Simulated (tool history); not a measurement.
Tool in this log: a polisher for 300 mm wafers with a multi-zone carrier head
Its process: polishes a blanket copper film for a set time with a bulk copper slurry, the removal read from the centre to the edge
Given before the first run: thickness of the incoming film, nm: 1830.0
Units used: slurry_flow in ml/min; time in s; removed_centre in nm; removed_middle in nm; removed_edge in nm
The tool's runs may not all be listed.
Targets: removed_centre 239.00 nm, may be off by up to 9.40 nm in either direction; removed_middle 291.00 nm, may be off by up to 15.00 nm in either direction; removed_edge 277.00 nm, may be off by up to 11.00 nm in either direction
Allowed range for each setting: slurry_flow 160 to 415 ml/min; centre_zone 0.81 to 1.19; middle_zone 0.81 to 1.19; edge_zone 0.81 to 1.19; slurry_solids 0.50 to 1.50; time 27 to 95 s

run,hour,slurry_flow,centre_zone,middle_zone,edge_zone,slurry_solids,time,removed_centre,removed_middle,removed_edge
1,0.0,265,1.00,1.00,1.00,1.00,61,507.25,508.02,514.78
2,5.9,265,0.95,1.00,1.00,1.00,61,485.87,509.15,514.65
3,8.2,255,0.91,1.01,0.98,0.90,53,394.33,442.59,432.15
4,11.5,250,0.89,1.00,0.96,0.80,48,339.96,380.41,376.03
5,15.5,250,0.89,1.00,0.96,0.80,40,284.15,324.11,318.82
6,19.0,250,0.89,1.00,0.96,0.65,40,267.38,310.22,303.06
7,20.1,250,0.88,1.00,0.95,0.60,40,258.62,301.40,294.81
8,24.5,250,0.87,1.00,0.94,0.60,40,260.91,301.39,296.72
9,28.2,245,0.86,1.01,0.93,0.55,40,256.25,302.39,286.41
10,35.8,245,0.85,1.01,0.93,0.55,40,251.46,299.31,288.03

Exercise: of the 5 proposed moves below, exactly one satisfies all targets within the stated allowed misses. Which move is it?
A,43.4,260,0.81,1.16,0.98,0.60,36,?,?,?
B,43.4,325,0.88,0.98,0.92,0.65,38,?,?,?
C,43.4,275,0.85,1.02,0.93,0.60,37,?,?,?
D,43.4,170,0.81,0.92,0.96,0.55,43,?,?,?
E,43.4,230,0.96,1.02,0.89,0.50,40,?,?,?

move,removed_centre,removed_middle,removed_edge
A,222.04,306.52,270.23
B,263.21,290.33,286.28
C,240.18,283.70,272.57
D,246.81,281.93,304.19
E,276.32,290.81,275.11
A: carries the result that was furthest off beyond its target, to the other side
B: misses by more than the last run did
C: in spec on every target
D: brings the result that was furthest off to its target, and leaves another outside
E: misses by more than the last run did
Answer: C

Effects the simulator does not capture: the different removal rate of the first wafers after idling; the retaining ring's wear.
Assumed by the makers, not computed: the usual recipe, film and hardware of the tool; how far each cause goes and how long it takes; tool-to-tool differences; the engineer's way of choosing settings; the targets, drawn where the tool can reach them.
